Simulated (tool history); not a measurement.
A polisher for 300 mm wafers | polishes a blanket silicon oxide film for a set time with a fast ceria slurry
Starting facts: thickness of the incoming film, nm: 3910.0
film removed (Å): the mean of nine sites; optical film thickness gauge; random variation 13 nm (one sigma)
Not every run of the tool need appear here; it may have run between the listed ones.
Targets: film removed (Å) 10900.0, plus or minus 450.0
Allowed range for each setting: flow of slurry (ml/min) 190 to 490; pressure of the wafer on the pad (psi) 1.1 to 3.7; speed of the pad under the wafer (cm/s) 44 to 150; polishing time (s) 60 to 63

run  hour  flow of slurry (ml/min)  pressure of the wafer on the pad (psi)  speed of the pad under the wafer (cm/s)  polishing time (s)  film removed (Å)
  1   0.0                      315                                     2.4                                       96                  60            7796.7
  2   8.4                      315                                     2.7                                       96                  60            9045.0
  3  15.7                      315                                     2.7                                       96                  63            9417.7
  4  20.7                      315                                     2.8                                       96                  63            9831.6
  5  29.0                      315                                     2.9                                       96                  63           10136.0
  6  33.8                      315                                     3.5                                       96                  63           12310.0
  7  41.3                      315                                     3.4                                       96                  63           11893.0
  8  43.4                      315                                     3.3                                       96                  63           11447.0

Exercise: of the 5 proposed moves below, exactly one satisfies all targets within the stated allowed misses. Which move is it?
  A  45.5                      350                                     3.2                                      106                  63                 ?
  B  45.5                      380                                     3.3                                      102                  63                 ?
  C  45.5                      285                                     3.2                                       94                  63                 ?
  D  45.5                      375                                     3.2                                      106                  63                 ?
  E  45.5                      305                                     3.0                                       96                  61                 ?

move  film removed (Å)
   A           12505.0
   B           12494.0
   C           10920.0
   D           12573.0
   E           10200.0
A: misses by more than the last run did
B: misses by more than the last run did
C: in spec on every target
D: misses by more than the last run did
E: the result that was furthest off in the last run now lies on the other side of its target
Move C is the one to make.
